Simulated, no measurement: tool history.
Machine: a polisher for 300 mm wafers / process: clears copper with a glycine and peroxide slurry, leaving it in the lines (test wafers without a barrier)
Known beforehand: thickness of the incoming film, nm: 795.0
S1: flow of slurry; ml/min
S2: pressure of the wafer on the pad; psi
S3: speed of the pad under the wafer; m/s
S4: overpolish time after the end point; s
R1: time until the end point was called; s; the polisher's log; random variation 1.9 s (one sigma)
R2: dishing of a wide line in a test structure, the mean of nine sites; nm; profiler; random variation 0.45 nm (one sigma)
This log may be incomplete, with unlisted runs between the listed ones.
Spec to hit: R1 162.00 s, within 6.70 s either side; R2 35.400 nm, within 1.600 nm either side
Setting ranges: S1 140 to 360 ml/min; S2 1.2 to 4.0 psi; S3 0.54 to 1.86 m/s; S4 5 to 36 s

{"run": 1, "hour": 0.0, "S1": 230, "S2": 2.6, "S3": 1.18, "S4": 18, "R1": 136.4, "R2": 54.591}
{"run": 2, "hour": 7.0, "S1": 230, "S2": 2.6, "S3": 1.18, "S4": 21, "R1": 136.08, "R2": 58.079}
{"run": 3, "hour": 14.2, "S1": 200, "S2": 2.6, "S3": 1.18, "S4": 21, "R1": 137.92, "R2": 58.22}
{"run": 4, "hour": 16.7, "S1": 200, "S2": 2.4, "S3": 1.18, "S4": 21, "R1": 144.51, "R2": 55.14}
{"run": 5, "hour": 23.9, "S1": 200, "S2": 2.8, "S3": 1.18, "S4": 21, "R1": 131.98, "R2": 59.995}
{"run": 6, "hour": 26.8, "S1": 205, "S2": 2.5, "S3": 1.18, "S4": 18, "R1": 141.91, "R2": 52.243}
{"run": 7, "hour": 30.3, "S1": 205, "S2": 2.3, "S3": 1.18, "S4": 15, "R1": 149.38, "R2": 43.645}
{"run": 8, "hour": 36.2, "S1": 205, "S2": 2.2, "S3": 1.18, "S4": 14, "R1": 154.97, "R2": 39.283}

Of the 5 settings listed for the next run, only one would bring every result within its allowed miss of target. Which one?
{"run": "A", "hour": 42.1, "S1": 295, "S2": 2.0, "S3": 1.3, "S4": 15, "R1": "?", "R2": "?"}
{"run": "B", "hour": 42.1, "S1": 305, "S2": 2.8, "S3": 0.88, "S4": 14, "R1": "?", "R2": "?"}
{"run": "C", "hour": 42.1, "S1": 195, "S2": 2.6, "S3": 0.86, "S4": 14, "R1": "?", "R2": "?"}
{"run": "D", "hour": 42.1, "S1": 255, "S2": 2.0, "S3": 1.26, "S4": 16, "R1": "?", "R2": "?"}
{"run": "E", "hour": 42.1, "S1": 165, "S2": 2.5, "S3": 1.0, "S4": 12, "R1": "?", "R2": "?"}

move=A R1=149.07 R2=42.733
move=B R1=145.95 R2=42.289
move=C R1=163.56 R2=38.722
move=D R1=154.07 R2=43.736
move=E R1=157.42 R2=35.232
A: misses by more than the last run did
B: misses by more than the last run did
C: nearer than the last run, and not there yet
D: misses by more than the last run did
E: meets every target
Correct choice: E, which meets every target
